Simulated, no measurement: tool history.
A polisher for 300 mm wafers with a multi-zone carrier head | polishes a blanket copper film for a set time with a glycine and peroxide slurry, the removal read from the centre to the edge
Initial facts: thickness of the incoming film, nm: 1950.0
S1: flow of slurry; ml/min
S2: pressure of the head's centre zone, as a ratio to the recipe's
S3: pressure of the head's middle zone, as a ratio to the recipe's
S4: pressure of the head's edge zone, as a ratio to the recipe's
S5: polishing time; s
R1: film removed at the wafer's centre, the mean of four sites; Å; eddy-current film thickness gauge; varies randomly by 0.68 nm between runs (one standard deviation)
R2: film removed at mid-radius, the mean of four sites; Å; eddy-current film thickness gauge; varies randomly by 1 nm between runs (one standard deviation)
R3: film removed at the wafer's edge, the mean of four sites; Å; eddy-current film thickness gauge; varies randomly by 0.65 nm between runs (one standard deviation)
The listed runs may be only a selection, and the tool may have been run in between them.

run	hour	S1	S2	S3	S4	S5	R1	R2	R3
1	0	155	1	1	1	30	931.51	934.51	975.85
2	2.8	155	1	1	1.06	30	933.99	913.2	1006.9
3	5.7	155	1.05	1	1.06	30	983.74	916.3	996.86
4	13.4	150	1.04	0.98	1.04	29	926.11	869.57	966.52
5	15	145	1.04	0.97	1.02	28	894.43	812.05	910.81
6	23.4	145	1.04	1.01	1.02	28	883.6	832.88	898.81
7	26.2	140	1.04	1	1.02	28	882.44	846.83	907.87
8	27.1	135	1.04	0.98	1.01	28	870.48	820.2	896.9
9	32.8	130	1.04	0.97	1	28	846.64	815.14	881.84
10	41.1	125	1.05	0.95	1	28	831.67	772.34	874.12
11	44.2	120	1.06	0.94	1	28	836.76	757.63	867.54
12	49.8	100	1.05	0.9	0.96	27	719.6	670.92	775.35
13	56.3	105	1.05	0.9	0.96	27	746.29	678.82	789.4

Run 14 comes next. What will it give?
14	63.9	135	1.06	0.91	0.98	27	?	?	?

{"run 14": {"R1": 850.56, "R2": 746.35, "R3": 854.75}}

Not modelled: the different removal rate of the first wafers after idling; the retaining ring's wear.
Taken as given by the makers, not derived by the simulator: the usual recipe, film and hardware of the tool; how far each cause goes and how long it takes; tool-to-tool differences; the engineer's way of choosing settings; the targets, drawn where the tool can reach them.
